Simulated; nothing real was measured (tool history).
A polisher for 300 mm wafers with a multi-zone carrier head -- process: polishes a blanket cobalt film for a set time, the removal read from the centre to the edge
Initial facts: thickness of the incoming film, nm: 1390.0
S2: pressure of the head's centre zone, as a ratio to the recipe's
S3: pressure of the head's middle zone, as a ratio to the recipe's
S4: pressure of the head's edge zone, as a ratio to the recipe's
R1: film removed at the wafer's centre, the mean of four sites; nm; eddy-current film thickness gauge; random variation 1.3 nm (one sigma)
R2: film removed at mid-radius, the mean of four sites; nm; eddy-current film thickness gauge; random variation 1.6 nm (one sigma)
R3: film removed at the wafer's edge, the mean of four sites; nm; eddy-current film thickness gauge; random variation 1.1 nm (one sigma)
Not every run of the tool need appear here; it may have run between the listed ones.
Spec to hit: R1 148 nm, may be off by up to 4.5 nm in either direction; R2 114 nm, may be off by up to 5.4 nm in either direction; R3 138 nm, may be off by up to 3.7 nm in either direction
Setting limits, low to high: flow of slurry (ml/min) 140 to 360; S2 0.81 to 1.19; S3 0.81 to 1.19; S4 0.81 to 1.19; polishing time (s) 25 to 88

{"run": 1, "hour": 0.0, "flow of slurry (ml/min)": 230, "S2": 1, "S3": 1, "S4": 1, "polishing time (s)": 56, "R1": 229.38, "R2": 233.68, "R3": 229.41}
{"run": 2, "hour": 6.7, "flow of slurry (ml/min)": 265, "S2": 1, "S3": 1, "S4": 1, "polishing time (s)": 56, "R1": 228.92, "R2": 233.92, "R3": 228.42}
{"run": 3, "hour": 13.0, "flow of slurry (ml/min)": 260, "S2": 1.02, "S3": 0.96, "S4": 1.01, "polishing time (s)": 50, "R1": 208.57, "R2": 195.47, "R3": 207.42}
{"run": 4, "hour": 18.0, "flow of slurry (ml/min)": 260, "S2": 1.03, "S3": 0.94, "S4": 0.99, "polishing time (s)": 46, "R1": 200.26, "R2": 180.89, "R3": 187.87}
{"run": 5, "hour": 19.8, "flow of slurry (ml/min)": 215, "S2": 1.03, "S3": 0.94, "S4": 0.99, "polishing time (s)": 46, "R1": 191.65, "R2": 179.65, "R3": 183.68}
{"run": 6, "hour": 28.4, "flow of slurry (ml/min)": 235, "S2": 1.03, "S3": 0.92, "S4": 0.99, "polishing time (s)": 43, "R1": 181.56, "R2": 167.45, "R3": 175.3}
{"run": 7, "hour": 37.4, "flow of slurry (ml/min)": 250, "S2": 1.04, "S3": 0.9, "S4": 1, "polishing time (s)": 40, "R1": 172.51, "R2": 151.18, "R3": 164.82}
{"run": 8, "hour": 42.9, "flow of slurry (ml/min)": 255, "S2": 1.05, "S3": 0.88, "S4": 1, "polishing time (s)": 38, "R1": 165.89, "R2": 140.76, "R3": 156.37}
{"run": 9, "hour": 50.2, "flow of slurry (ml/min)": 260, "S2": 1.05, "S3": 0.87, "S4": 1, "polishing time (s)": 37, "R1": 161.01, "R2": 134.27, "R3": 150.76}
{"run": 10, "hour": 56.6, "flow of slurry (ml/min)": 265, "S2": 1.05, "S3": 0.86, "S4": 1, "polishing time (s)": 36, "R1": 153.78, "R2": 127.78, "R3": 148.27}
{"run": 11, "hour": 57.7, "flow of slurry (ml/min)": 270, "S2": 1.05, "S3": 0.85, "S4": 0.99, "polishing time (s)": 36, "R1": 158.86, "R2": 134.18, "R3": 148.08}
{"run": 12, "hour": 60.7, "flow of slurry (ml/min)": 270, "S2": 1.06, "S3": 0.84, "S4": 1, "polishing time (s)": 35, "R1": 153.37, "R2": 124.77, "R3": 145.13}
{"run": 13, "hour": 62.4, "flow of slurry (ml/min)": 270, "S2": 1.06, "S3": 0.83, "S4": 1, "polishing time (s)": 35, "R1": 155.57, "R2": 125.01, "R3": 144.71}
{"run": 14, "hour": 63.4, "flow of slurry (ml/min)": 270, "S2": 1.06, "S3": 0.83, "S4": 1.01, "polishing time (s)": 34, "R1": 150, "R2": 120.84, "R3": 140.98}
{"run": 15, "hour": 67.0, "flow of slurry (ml/min)": 270, "S2": 1.07, "S3": 0.82, "S4": 1.02, "polishing time (s)": 34, "R1": 152.94, "R2": 117.51, "R3": 142.1}
{"run": 16, "hour": 69.6, "flow of slurry (ml/min)": 240, "S2": 1.06, "S3": 0.81, "S4": 1, "polishing time (s)": 33, "R1": 142.7, "R2": 111.88, "R3": 135.93}

Exactly one of the 5 candidate moves below puts every result within its allowed miss. Which one?
{"run": "A", "hour": 72.2, "flow of slurry (ml/min)": 240, "S2": 1.02, "S3": 0.81, "S4": 1.03, "polishing time (s)": 33, "R1": "?", "R2": "?", "R3": "?"}
{"run": "B", "hour": 72.2, "flow of slurry (ml/min)": 140, "S2": 0.93, "S3": 0.84, "S4": 0.91, "polishing time (s)": 41, "R1": "?", "R2": "?", "R3": "?"}
{"run": "C", "hour": 72.2, "flow of slurry (ml/min)": 265, "S2": 1, "S3": 0.88, "S4": 0.91, "polishing time (s)": 33, "R1": "?", "R2": "?", "R3": "?"}
{"run": "D", "hour": 72.2, "flow of slurry (ml/min)": 225, "S2": 0.95, "S3": 0.84, "S4": 1.03, "polishing time (s)": 36, "R1": "?", "R2": "?", "R3": "?"}
{"run": "E", "hour": 72.2, "flow of slurry (ml/min)": 210, "S2": 1.09, "S3": 0.81, "S4": 1.02, "polishing time (s)": 34, "R1": "?", "R2": "?", "R3": "?"}

move=A R1=135.27 R2=114.08 R3=137.76
move=B R1=136.95 R2=132.24 R3=150.02
move=C R1=134.49 R2=123.66 R3=130.97
move=D R1=136.06 R2=127.13 R3=149.24
move=E R1=145.89 R2=115.28 R3=139.27
A: misses by more than the last run did
B: misses by more than the last run did
C: misses by more than the last run did
D: misses by more than the last run did
E: all results in spec
E meets every target.

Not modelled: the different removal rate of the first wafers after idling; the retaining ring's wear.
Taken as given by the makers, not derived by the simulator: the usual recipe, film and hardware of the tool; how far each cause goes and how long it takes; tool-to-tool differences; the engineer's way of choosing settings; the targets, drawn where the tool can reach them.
